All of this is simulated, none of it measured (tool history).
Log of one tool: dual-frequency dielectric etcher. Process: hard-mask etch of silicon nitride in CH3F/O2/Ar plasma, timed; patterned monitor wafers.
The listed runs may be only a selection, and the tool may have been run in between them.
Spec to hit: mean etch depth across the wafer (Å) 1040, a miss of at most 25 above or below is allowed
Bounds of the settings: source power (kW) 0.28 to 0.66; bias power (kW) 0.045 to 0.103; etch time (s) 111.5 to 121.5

run	hour	source power (kW)	bias power (kW)	etch time (s)	mean etch depth across the wafer (Å)
1	0	0.47	0.074	121.5	898.21
2	8	0.52	0.076	121.5	927.54
3	14.9	0.52	0.065	121.5	905.29
4	21.4	0.47	0.065	121.5	870.54
5	22.1	0.53	0.07	121.5	927.18
6	27.2	0.47	0.07	121.5	887.8
7	32	0.53	0.075	121.5	934.26
8	33.4	0.57	0.078	121.5	970.71
9	35.7	0.6	0.08	121.5	994.16
10	39.7	0.6	0.08	121.5	998.73

Which of these 4 next moves meets every target?
A	43.7	0.59	0.077	119.5	?
B	43.7	0.62	0.084	116	?
C	43.7	0.59	0.071	119.5	?
D	43.7	0.63	0.1	117	?

move	mean etch depth across the wafer (Å)
A	952.52
B	963.42
C	932.49
D	1026.7
A: lands further from the targets than the last run did
B: lands further from the targets than the last run did
C: lands further from the targets than the last run did
D: all results land within tolerance of their targets
Answer: D

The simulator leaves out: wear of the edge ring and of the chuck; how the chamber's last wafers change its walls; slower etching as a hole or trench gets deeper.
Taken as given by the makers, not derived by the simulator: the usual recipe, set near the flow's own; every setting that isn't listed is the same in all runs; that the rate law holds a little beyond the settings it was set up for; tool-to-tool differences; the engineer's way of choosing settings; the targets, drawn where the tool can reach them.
